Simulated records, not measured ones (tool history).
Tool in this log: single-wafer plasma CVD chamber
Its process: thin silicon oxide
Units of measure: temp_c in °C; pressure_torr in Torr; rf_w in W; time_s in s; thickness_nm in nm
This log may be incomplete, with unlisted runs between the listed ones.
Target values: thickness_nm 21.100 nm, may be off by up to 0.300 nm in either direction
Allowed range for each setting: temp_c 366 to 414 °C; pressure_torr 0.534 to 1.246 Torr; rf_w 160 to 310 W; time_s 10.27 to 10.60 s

{"run": 1, "day": 0.0, "temp_c": 390, "pressure_torr": 0.89, "rf_w": 235, "time_s": 10.27, "thickness_nm": 16.86}
{"run": 2, "day": 0.108, "temp_c": 390, "pressure_torr": 0.964, "rf_w": 235, "time_s": 10.27, "thickness_nm": 18.327}
{"run": 3, "day": 0.333, "temp_c": 390, "pressure_torr": 0.964, "rf_w": 215, "time_s": 10.27, "thickness_nm": 17.385}
{"run": 4, "day": 0.629, "temp_c": 390, "pressure_torr": 0.964, "rf_w": 215, "time_s": 10.6, "thickness_nm": 17.878}
{"run": 5, "day": 0.958, "temp_c": 390, "pressure_torr": 1.016, "rf_w": 215, "time_s": 10.6, "thickness_nm": 18.646}
{"run": 6, "day": 1.225, "temp_c": 390, "pressure_torr": 1.016, "rf_w": 215, "time_s": 10.27, "thickness_nm": 18.111}
{"run": 7, "day": 1.371, "temp_c": 390, "pressure_torr": 1.069, "rf_w": 215, "time_s": 10.27, "thickness_nm": 18.787}
{"run": 8, "day": 1.45, "temp_c": 390, "pressure_torr": 1.115, "rf_w": 215, "time_s": 10.27, "thickness_nm": 19.396}
{"run": 9, "day": 1.729, "temp_c": 390, "pressure_torr": 1.231, "rf_w": 215, "time_s": 10.27, "thickness_nm": 20.497}

Which of these 4 next moves meets every target?
{"run": "A", "day": 2.008, "temp_c": 391, "pressure_torr": 1.246, "rf_w": 205, "time_s": 10.49, "thickness_nm": "?"}
{"run": "B", "day": 2.008, "temp_c": 386, "pressure_torr": 1.224, "rf_w": 200, "time_s": 10.34, "thickness_nm": "?"}
{"run": "C", "day": 2.008, "temp_c": 390, "pressure_torr": 1.246, "rf_w": 220, "time_s": 10.37, "thickness_nm": "?"}
{"run": "D", "day": 2.008, "temp_c": 396, "pressure_torr": 1.105, "rf_w": 225, "time_s": 10.6, "thickness_nm": "?"}

move=A thickness_nm=20.376
move=B thickness_nm=19.671
move=C thickness_nm=21.105
move=D thickness_nm=20.352
A: moves away from the targets compared with the last run
B: moves away from the targets compared with the last run
C: every result lands within tolerance
D: moves away from the targets compared with the last run
The right move is C.

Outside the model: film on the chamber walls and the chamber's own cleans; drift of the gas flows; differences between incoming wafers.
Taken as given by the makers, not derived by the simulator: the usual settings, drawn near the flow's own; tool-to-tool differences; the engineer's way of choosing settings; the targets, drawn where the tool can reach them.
